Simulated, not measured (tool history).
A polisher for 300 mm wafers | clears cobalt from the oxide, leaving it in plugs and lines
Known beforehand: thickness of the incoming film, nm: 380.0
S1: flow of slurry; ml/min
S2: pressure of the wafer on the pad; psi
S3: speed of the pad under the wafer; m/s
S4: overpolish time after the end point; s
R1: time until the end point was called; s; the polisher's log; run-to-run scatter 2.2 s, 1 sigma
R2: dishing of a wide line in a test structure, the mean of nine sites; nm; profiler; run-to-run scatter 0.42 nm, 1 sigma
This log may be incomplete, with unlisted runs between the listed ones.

Run 1, hour 0.0: S1 255 ml/min, S2 1.7 psi, S3 0.94 m/s, S4 28 s. Result: R1 74.695 s, R2 32.250 nm.
Run 2, hour 3.7: S1 255 ml/min, S2 1.5 psi, S3 0.94 m/s, S4 28 s. Result: R1 86.041 s, R2 31.591 nm.
Run 3, hour 6.3: S1 255 ml/min, S2 1.3 psi, S3 0.94 m/s, S4 28 s. Result: R1 98.608 s, R2 30.294 nm.
Run 4, hour 14.9: S1 255 ml/min, S2 1.1 psi, S3 0.92 m/s, S4 28 s. Result: R1 118.130 s, R2 29.536 nm.
Run 5, hour 18.9: S1 255 ml/min, S2 1.1 psi, S3 0.92 m/s, S4 27 s. Result: R1 116.280 s, R2 29.393 nm.
At hour 25.6: slurry nozzle cleaned.
Run 6, hour 25.6: S1 255 ml/min, S2 1.1 psi, S3 1.02 m/s, S4 27 s. Result: R1 103.110 s, R2 30.560 nm.

The next listed run, before its measurement:
Run 7, hour 26.4: S1 255 ml/min, S2 0.8 psi, S3 0.98 m/s, S4 17 s. Result: R1 ?, R2 ?.

R1: 149.580 s
R2: 21.642 nm
